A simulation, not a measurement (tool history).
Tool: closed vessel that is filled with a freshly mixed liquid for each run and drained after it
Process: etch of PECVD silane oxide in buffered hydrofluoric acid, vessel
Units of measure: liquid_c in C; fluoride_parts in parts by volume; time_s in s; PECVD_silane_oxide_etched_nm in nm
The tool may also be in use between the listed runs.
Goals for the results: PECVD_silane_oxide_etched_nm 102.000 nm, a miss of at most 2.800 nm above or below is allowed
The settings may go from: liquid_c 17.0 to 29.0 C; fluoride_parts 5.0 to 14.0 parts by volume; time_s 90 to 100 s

run,hour,liquid_c,fluoride_parts,time_s,PECVD_silane_oxide_etched_nm
1,0.0,21.0,8.5,90,126.920
2,8.5,21.0,6.0,90,181.060
3,14.6,20.0,7.0,90,147.030
4,18.9,20.0,7.0,90,145.190
5,24.3,19.0,7.5,90,129.820
# hour 30.5: hydrofluoric acid flow meter replaced
6,30.5,19.0,7.5,100,153.830
7,36.0,18.5,8.0,100,142.220
8,44.8,18.0,8.5,100,127.850
9,53.4,17.5,9.0,100,117.740
10,56.9,17.5,9.5,100,112.320
11,61.3,17.0,10.0,100,108.020

Next run, 4 choices. One meets every target within its allowed miss, the rest don't. Which?
A,65.7,18.5,11.0,100,?
B,65.7,18.5,11.5,95,?
C,65.7,18.0,9.5,95,?
D,65.7,17.0,9.0,90,?

move,PECVD_silane_oxide_etched_nm
A,106.220
B,96.626
C,111.180
D,102.950
A: an improvement on the last run, though not all results are within tolerance
B: moves the result that the last run missed by most past its target, out the other side
C: its largest miss is bigger than the last run's
D: meets every target
The right move is D.
